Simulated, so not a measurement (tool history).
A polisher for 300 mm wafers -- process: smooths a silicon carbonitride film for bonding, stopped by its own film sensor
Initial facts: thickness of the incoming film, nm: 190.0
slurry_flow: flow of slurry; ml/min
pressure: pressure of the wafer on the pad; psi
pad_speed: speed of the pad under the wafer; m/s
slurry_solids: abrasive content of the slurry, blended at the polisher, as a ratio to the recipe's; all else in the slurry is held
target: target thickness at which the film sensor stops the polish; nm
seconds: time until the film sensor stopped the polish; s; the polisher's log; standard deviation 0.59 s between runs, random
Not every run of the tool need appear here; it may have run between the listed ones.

run  hour  slurry_flow  pressure  pad_speed  slurry_solids  target  seconds
  1   0.0          290       2.0       1.02            1.0     177   49.502
  2   8.2          290       2.0       1.02            0.9     177   50.534
  3   9.1          290       2.2       1.04            0.9     177   45.571
  4  13.1          265       2.2       1.04            0.9     177   47.152
  5  18.3          275       2.3       1.04            0.9     177   42.370
  6  19.2          310       2.3       1.04            0.9     177   44.262
  7  21.6          310       2.3       1.04            0.9     177   43.846
  8  25.6          310       2.4       1.04            0.9     177   41.556

Run 9 is up next; what results do you expect?
  9  33.3          310       2.5       1.04            0.9     177        ?

For run 9 the tool returned seconds 40.819 s.
